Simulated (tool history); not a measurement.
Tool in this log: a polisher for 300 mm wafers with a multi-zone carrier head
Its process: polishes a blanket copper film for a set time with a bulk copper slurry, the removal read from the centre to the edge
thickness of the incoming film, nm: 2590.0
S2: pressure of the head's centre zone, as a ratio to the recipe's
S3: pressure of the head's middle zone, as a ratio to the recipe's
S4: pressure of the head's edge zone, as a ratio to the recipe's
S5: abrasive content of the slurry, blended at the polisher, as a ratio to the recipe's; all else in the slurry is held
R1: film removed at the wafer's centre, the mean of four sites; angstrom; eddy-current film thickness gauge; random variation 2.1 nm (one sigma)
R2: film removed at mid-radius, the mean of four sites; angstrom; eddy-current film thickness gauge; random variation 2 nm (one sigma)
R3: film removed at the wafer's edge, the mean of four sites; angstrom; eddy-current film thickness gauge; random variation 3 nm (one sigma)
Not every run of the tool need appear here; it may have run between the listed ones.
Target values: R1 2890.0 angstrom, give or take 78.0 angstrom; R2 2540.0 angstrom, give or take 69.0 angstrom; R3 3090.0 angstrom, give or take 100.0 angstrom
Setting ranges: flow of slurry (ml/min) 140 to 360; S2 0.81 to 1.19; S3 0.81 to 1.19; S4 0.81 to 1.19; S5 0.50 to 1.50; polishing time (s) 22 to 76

Run 1, hour 0.0: flow of slurry (ml/min) 230, S2 1.00, S3 1.00, S4 1.00, S5 1.00, polishing time (s) 49. Result: R1 4546.2 angstrom, R2 4505.4 angstrom, R3 4663.2 angstrom.
Run 2, hour 6.7: flow of slurry (ml/min) 215, S2 0.99, S3 0.94, S4 0.99, S5 0.85, polishing time (s) 44. Result: R1 3896.4 angstrom, R2 3725.9 angstrom, R3 4021.1 angstrom.
Run 3, hour 12.4: flow of slurry (ml/min) 200, S2 0.98, S3 0.89, S4 1.00, S5 0.75, polishing time (s) 41. Result: R1 3470.2 angstrom, R2 3227.4 angstrom, R3 3636.4 angstrom.
Run 4, hour 19.6: flow of slurry (ml/min) 200, S2 0.92, S3 0.89, S4 1.00, S5 0.75, polishing time (s) 41. Result: R1 3214.5 angstrom, R2 3247.1 angstrom, R3 3603.9 angstrom.
Run 5, hour 23.5: flow of slurry (ml/min) 200, S2 0.92, S3 0.89, S4 1.00, S5 0.90, polishing time (s) 41. Result: R1 3351.9 angstrom, R2 3333.5 angstrom, R3 3729.9 angstrom.
Run 6, hour 31.1: flow of slurry (ml/min) 200, S2 0.92, S3 0.83, S4 1.00, S5 0.90, polishing time (s) 41. Result: R1 3335.1 angstrom, R2 3226.1 angstrom, R3 3745.4 angstrom.
Run 7, hour 31.8: flow of slurry (ml/min) 155, S2 1.01, S3 0.81, S4 1.06, S5 0.65, polishing time (s) 34. Result: R1 2770.6 angstrom, R2 2403.0 angstrom, R3 2989.4 angstrom.
Run 8, hour 32.5: flow of slurry (ml/min) 170, S2 1.01, S3 0.82, S4 1.06, S5 0.65, polishing time (s) 34. Result: R1 2827.5 angstrom, R2 2443.8 angstrom, R3 3012.3 angstrom.
Run 9, hour 39.8: flow of slurry (ml/min) 170, S2 1.01, S3 0.82, S4 1.06, S5 0.65, polishing time (s) 34. Result: R1 2796.2 angstrom, R2 2465.8 angstrom, R3 2993.9 angstrom.
Run 10, hour 48.3: flow of slurry (ml/min) 180, S2 1.01, S3 0.82, S4 1.07, S5 0.65, polishing time (s) 34. Result: R1 2878.9 angstrom, R2 2434.5 angstrom, R3 3006.2 angstrom.
Run 11, hour 49.8: flow of slurry (ml/min) 180, S2 1.00, S3 0.83, S4 1.07, S5 0.65, polishing time (s) 34. Result: R1 2823.1 angstrom, R2 2461.8 angstrom, R3 3063.6 angstrom.

Of the 4 settings listed for the next run, only one would bring every result within its allowed miss of target. Which one?
Run A, hour 51.3: flow of slurry (ml/min) 175, S2 0.96, S3 0.85, S4 1.09, S5 0.75, polishing time (s) 34. Result: R1 ?, R2 ?, R3 ?.
Run B, hour 51.3: flow of slurry (ml/min) 155, S2 0.89, S3 0.84, S4 1.13, S5 0.50, polishing time (s) 38. Result: R1 ?, R2 ?, R3 ?.
Run C, hour 51.3: flow of slurry (ml/min) 140, S2 1.03, S3 0.86, S4 1.09, S5 0.65, polishing time (s) 35. Result: R1 ?, R2 ?, R3 ?.
Run D, hour 51.3: flow of slurry (ml/min) 205, S2 0.99, S3 0.89, S4 1.17, S5 0.50, polishing time (s) 34. Result: R1 ?, R2 ?, R3 ?.

move      R1      R2      R3
   A  2769.2  2598.2  3119.8
   B  2655.8  2662.6  3295.1
   C  2906.7  2575.0  3083.4
   D  2716.2  2555.5  3060.3
A: corrects the largest miss of the last run, while another result sits out of spec
B: moves the result that the last run missed by most past its target, out the other side
C: every result lands within tolerance
D: corrects the largest miss of the last run, while another result sits out of spec
The move that meets every target is C.

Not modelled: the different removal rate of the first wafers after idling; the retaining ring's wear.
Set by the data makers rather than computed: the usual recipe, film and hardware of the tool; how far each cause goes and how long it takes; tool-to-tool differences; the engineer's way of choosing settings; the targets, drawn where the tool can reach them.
